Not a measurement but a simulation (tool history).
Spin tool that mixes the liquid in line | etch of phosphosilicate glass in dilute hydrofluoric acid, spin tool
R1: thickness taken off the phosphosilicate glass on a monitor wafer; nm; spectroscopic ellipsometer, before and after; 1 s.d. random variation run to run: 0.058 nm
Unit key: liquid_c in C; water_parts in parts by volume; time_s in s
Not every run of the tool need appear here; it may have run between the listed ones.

Run 1, hour 0: liquid_c 23 C, water_parts 60 parts by volume, time_s 15 s. Result: R1 28.681 nm.
Run 2, hour 2.1: liquid_c 23 C, water_parts 80 parts by volume, time_s 15 s. Result: R1 20.909 nm.
Run 3, hour 7.3: liquid_c 23 C, water_parts 90 parts by volume, time_s 15 s. Result: R1 18.196 nm.
Run 4, hour 11.7: liquid_c 21.5 C, water_parts 90 parts by volume, time_s 15 s. Result: R1 17.287 nm.
Run 5, hour 13.9: liquid_c 20.5 C, water_parts 90 parts by volume, time_s 15 s. Result: R1 16.59 nm.
Run 6, hour 20.9: liquid_c 20.5 C, water_parts 90 parts by volume, time_s 15 s. Result: R1 16.544 nm.
Run 7, hour 24.1: liquid_c 19.5 C, water_parts 90 parts by volume, time_s 15 s. Result: R1 15.875 nm.
Run 8, hour 33: liquid_c 19 C, water_parts 90 parts by volume, time_s 15 s. Result: R1 15.5 nm.

What does the tool deliver on the next run?
Run 9, hour 34.7: liquid_c 18.5 C, water_parts 90 parts by volume, time_s 15 s. Result: R1 ?.

R1: 15.211 nm
